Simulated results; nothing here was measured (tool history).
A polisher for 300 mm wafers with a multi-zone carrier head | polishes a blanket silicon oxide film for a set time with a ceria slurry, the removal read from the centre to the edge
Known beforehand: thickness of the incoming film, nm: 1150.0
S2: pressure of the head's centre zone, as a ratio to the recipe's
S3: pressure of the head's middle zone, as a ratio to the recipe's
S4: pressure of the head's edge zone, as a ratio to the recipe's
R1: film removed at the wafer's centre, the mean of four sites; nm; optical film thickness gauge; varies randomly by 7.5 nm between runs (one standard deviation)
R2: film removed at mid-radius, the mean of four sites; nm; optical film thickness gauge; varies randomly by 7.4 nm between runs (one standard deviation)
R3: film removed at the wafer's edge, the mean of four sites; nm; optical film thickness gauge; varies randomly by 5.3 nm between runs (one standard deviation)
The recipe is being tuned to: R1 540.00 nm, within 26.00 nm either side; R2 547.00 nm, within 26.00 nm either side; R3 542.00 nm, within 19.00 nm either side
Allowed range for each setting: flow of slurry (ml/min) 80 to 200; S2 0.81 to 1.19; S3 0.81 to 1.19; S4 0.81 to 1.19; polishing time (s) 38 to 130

{"run": 1, "day": 0.0, "flow of slurry (ml/min)": 130, "S2": 1.0, "S3": 1.0, "S4": 1.0, "polishing time (s)": 84, "R1": 431.58, "R2": 438.3, "R3": 428.25}
{"run": 2, "day": 0.05, "flow of slurry (ml/min)": 130, "S2": 0.97, "S3": 1.0, "S4": 1.0, "polishing time (s)": 84, "R1": 416.87, "R2": 442.78, "R3": 439.88}
{"run": 3, "day": 0.288, "flow of slurry (ml/min)": 130, "S2": 0.97, "S3": 1.0, "S4": 1.04, "polishing time (s)": 84, "R1": 414.87, "R2": 436.87, "R3": 437.52}
{"run": 4, "day": 0.654, "flow of slurry (ml/min)": 130, "S2": 0.97, "S3": 1.0, "S4": 1.11, "polishing time (s)": 84, "R1": 409.29, "R2": 433.95, "R3": 450.8}
{"run": 5, "day": 0.971, "flow of slurry (ml/min)": 130, "S2": 0.97, "S3": 1.0, "S4": 1.16, "polishing time (s)": 84, "R1": 427.89, "R2": 437.05, "R3": 465.48}
{"run": 6, "day": 1.162, "flow of slurry (ml/min)": 155, "S2": 0.97, "S3": 1.0, "S4": 1.16, "polishing time (s)": 84, "R1": 438.71, "R2": 450.63, "R3": 479.53}
{"run": 7, "day": 1.242, "flow of slurry (ml/min)": 160, "S2": 0.98, "S3": 1.01, "S4": 1.16, "polishing time (s)": 85, "R1": 449.61, "R2": 475.41, "R3": 479.27}
{"run": 8, "day": 1.604, "flow of slurry (ml/min)": 160, "S2": 0.99, "S3": 1.01, "S4": 1.16, "polishing time (s)": 86, "R1": 461.7, "R2": 471.7, "R3": 495.89}
{"run": 9, "day": 1.825, "flow of slurry (ml/min)": 165, "S2": 1.0, "S3": 1.02, "S4": 1.16, "polishing time (s)": 86, "R1": 458.53, "R2": 469.16, "R3": 497.71}
{"run": 10, "day": 2.196, "flow of slurry (ml/min)": 180, "S2": 1.1, "S3": 1.12, "S4": 1.11, "polishing time (s)": 96, "R1": 577.12, "R2": 594.31, "R3": 528.09}
{"run": 11, "day": 2.242, "flow of slurry (ml/min)": 180, "S2": 1.09, "S3": 1.11, "S4": 1.11, "polishing time (s)": 96, "R1": 587.21, "R2": 585.12, "R3": 538.94}

Of the 4 settings listed for the next run, only one would bring every result within its allowed miss of target. Which one?
{"run": "A", "day": 2.288, "flow of slurry (ml/min)": 175, "S2": 1.04, "S3": 1.17, "S4": 1.04, "polishing time (s)": 96, "R1": "?", "R2": "?", "R3": "?"}
{"run": "B", "day": 2.288, "flow of slurry (ml/min)": 165, "S2": 1.04, "S3": 1.05, "S4": 1.13, "polishing time (s)": 96, "R1": "?", "R2": "?", "R3": "?"}
{"run": "C", "day": 2.288, "flow of slurry (ml/min)": 190, "S2": 0.93, "S3": 1.04, "S4": 1.19, "polishing time (s)": 95, "R1": "?", "R2": "?", "R3": "?"}
{"run": "D", "day": 2.288, "flow of slurry (ml/min)": 150, "S2": 1.01, "S3": 1.19, "S4": 1.09, "polishing time (s)": 100, "R1": "?", "R2": "?", "R3": "?"}

move=A R1=539.79 R2=594.71 R3=524.38
move=B R1=533.99 R2=537.71 R3=544.05
move=C R1=483.18 R2=539.16 R3=561.54
move=D R1=531.48 R2=613.67 R3=549.37
A: brings the result that was furthest off to its target, and leaves another outside
B: hits every target within its allowed miss
C: pushes the last run's worst result past its target
D: brings the result that was furthest off to its target, and leaves another outside
B is the move that brings every result within its allowed miss.

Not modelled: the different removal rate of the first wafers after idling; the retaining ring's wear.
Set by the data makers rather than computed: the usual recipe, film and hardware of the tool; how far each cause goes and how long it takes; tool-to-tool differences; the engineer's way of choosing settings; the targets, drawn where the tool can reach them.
